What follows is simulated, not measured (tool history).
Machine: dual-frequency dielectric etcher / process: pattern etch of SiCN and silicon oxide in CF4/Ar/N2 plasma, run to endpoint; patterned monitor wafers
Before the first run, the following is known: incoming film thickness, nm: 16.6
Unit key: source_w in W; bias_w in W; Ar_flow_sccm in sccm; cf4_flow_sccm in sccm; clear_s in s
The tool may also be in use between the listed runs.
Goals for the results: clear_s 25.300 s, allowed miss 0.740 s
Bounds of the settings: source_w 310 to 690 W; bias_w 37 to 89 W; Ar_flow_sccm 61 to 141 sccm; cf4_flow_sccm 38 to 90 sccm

run,hour,source_w,bias_w,Ar_flow_sccm,cf4_flow_sccm,clear_s
1,0.0,500,63,101,64,19.062
2,3.7,470,62,101,64,19.910
3,7.3,440,61,101,64,21.675
4,13.4,490,61,101,64,19.464
5,16.6,460,61,101,64,20.727
6,22.7,440,61,101,64,21.801
7,31.2,430,61,101,64,22.000
8,34.7,420,61,101,64,22.933
9,40.8,420,61,101,64,22.878
10,45.6,410,61,101,64,23.726
11,51.1,400,61,101,64,23.711

Next run, 5 choices. One meets every target within its allowed miss, the rest don't. Which?
A,56.6,350,59,94,65,?
B,56.6,360,54,104,56,?
C,56.6,390,62,89,71,?
D,56.6,420,41,111,65,?
E,56.6,360,54,106,71,?

move,clear_s
A,27.403
B,27.861
C,23.770
D,24.952
E,27.282
A: takes the biggest miss from the last run beyond its target
B: takes the biggest miss from the last run beyond its target
C: neither nearer nor further off than the last run
D: every result within its allowed miss
E: takes the biggest miss from the last run beyond its target
The move that meets every target is D.
